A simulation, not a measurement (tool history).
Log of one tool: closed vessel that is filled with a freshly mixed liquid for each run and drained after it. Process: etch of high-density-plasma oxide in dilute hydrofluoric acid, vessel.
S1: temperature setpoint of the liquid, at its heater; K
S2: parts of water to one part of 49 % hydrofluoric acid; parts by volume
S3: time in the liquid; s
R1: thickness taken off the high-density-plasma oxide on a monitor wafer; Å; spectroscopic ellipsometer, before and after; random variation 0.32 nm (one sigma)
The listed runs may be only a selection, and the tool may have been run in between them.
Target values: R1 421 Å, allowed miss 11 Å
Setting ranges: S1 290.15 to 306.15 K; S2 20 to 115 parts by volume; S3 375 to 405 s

run	hour	S1	S2	S3	R1
1	0	298.15	65	375	670.69
2	4.5	301.15	65	375	757.66
3	8.1	301.15	80	375	608.76
4	16.6	299.65	80	375	560.22
5	19.1	299.65	80	405	602.41
6	24.4	297.15	80	405	542.23
7	32.1	296.15	80	405	529.93
8	39.4	295.15	80	405	512.07
9	43.7	294.15	80	405	486.91
10	49.8	293.65	80	405	477.58
11	51.8	293.15	80	405	468.23
12	53.1	292.65	80	405	458.84
13	57.6	292.15	80	405	444.69
14	60.2	291.65	80	405	442.2

Consider the 4 candidate settings below. Which is the only one whose results all fall within their allowed miss of target?
A	62.8	295.65	85	380	?
B	62.8	290.15	65	375	?
C	62.8	293.65	95	400	?
D	62.8	291.65	80	390	?

move	R1
A	450.31
B	472.45
C	386.32
D	418.58
A: further off than the last run
B: further off than the last run
C: pushes the last run's worst result past its target
D: every result lands within tolerance
The right move is D.
